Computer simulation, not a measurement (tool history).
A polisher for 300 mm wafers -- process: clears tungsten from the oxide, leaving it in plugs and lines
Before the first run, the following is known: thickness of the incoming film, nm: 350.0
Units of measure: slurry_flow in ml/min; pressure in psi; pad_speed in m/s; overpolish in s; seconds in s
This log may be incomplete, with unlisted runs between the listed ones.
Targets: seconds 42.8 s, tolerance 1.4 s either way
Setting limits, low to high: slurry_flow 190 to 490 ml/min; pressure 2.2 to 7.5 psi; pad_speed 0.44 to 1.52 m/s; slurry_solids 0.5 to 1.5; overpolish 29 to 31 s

run 1 hour=0 | slurry_flow=315 pressure=4.8 pad_speed=0.98 slurry_solids=1 overpolish=29 | seconds=74.668
run 2 hour=2.6 | slurry_flow=315 pressure=4.8 pad_speed=0.98 slurry_solids=0.8 overpolish=29 | seconds=78.615
run 3 hour=4.5 | slurry_flow=315 pressure=5.3 pad_speed=0.98 slurry_solids=0.8 overpolish=29 | seconds=70.426
run 4 hour=6.8 | slurry_flow=315 pressure=5.3 pad_speed=0.98 slurry_solids=0.8 overpolish=29 | seconds=70.501
run 5 hour=12.7 | slurry_flow=315 pressure=5.7 pad_speed=0.98 slurry_solids=0.8 overpolish=29 | seconds=67.06
run 6 hour=14.1 | slurry_flow=315 pressure=6 pad_speed=1 slurry_solids=0.8 overpolish=29 | seconds=61.399
run 7 hour=18.1 | slurry_flow=315 pressure=6.3 pad_speed=1.02 slurry_solids=0.8 overpolish=29 | seconds=57.962
run 8 hour=21.1 | slurry_flow=315 pressure=6.5 pad_speed=1.04 slurry_solids=0.8 overpolish=29 | seconds=55.156
run 9 hour=25.2 | slurry_flow=315 pressure=6.5 pad_speed=1.04 slurry_solids=0.8 overpolish=29 | seconds=56.178
run 10 hour=29.7 | slurry_flow=315 pressure=6.7 pad_speed=1.06 slurry_solids=0.8 overpolish=29 | seconds=52.252
-- hour=31.9 slurry nozzle cleaned
run 11 hour=31.9 | slurry_flow=315 pressure=6.8 pad_speed=1.08 slurry_solids=0.8 overpolish=29 | seconds=49.663
run 12 hour=38.2 | slurry_flow=315 pressure=6.9 pad_speed=1.08 slurry_solids=0.8 overpolish=29 | seconds=49.281
run 13 hour=44.8 | slurry_flow=315 pressure=7 pad_speed=1.08 slurry_solids=0.8 overpolish=29 | seconds=48.274
run 14 hour=49.2 | slurry_flow=315 pressure=7.1 pad_speed=1.08 slurry_solids=0.8 overpolish=29 | seconds=47.546
run 15 hour=52.8 | slurry_flow=315 pressure=7.1 pad_speed=1.08 slurry_solids=0.8 overpolish=29 | seconds=46.443
run 16 hour=55.3 | slurry_flow=315 pressure=7.2 pad_speed=1.08 slurry_solids=0.8 overpolish=29 | seconds=47.254
run 17 hour=57.4 | slurry_flow=315 pressure=7.3 pad_speed=1.08 slurry_solids=0.8 overpolish=29 | seconds=46.624

Which one of the following 5 next-run settings gets every result inside its allowed miss? There is exactly one.
run A hour=59.5 | slurry_flow=275 pressure=7 pad_speed=1.06 slurry_solids=0.65 overpolish=30 | seconds=?
run B hour=59.5 | slurry_flow=315 pressure=7.5 pad_speed=1.34 slurry_solids=0.65 overpolish=29 | seconds=?
run C hour=59.5 | slurry_flow=330 pressure=7.5 pad_speed=1.2 slurry_solids=0.85 overpolish=31 | seconds=?
run D hour=59.5 | slurry_flow=225 pressure=7.5 pad_speed=1.34 slurry_solids=0.65 overpolish=31 | seconds=?
run E hour=59.5 | slurry_flow=375 pressure=7.5 pad_speed=1.14 slurry_solids=0.75 overpolish=31 | seconds=?

move=A seconds=51.476
move=B seconds=39.236
move=C seconds=40.917
move=D seconds=40.8
move=E seconds=43.099
A: further off than the last run
B: takes the biggest miss from the last run beyond its target
C: takes the biggest miss from the last run beyond its target
D: takes the biggest miss from the last run beyond its target
E: meets every target
E meets every target.
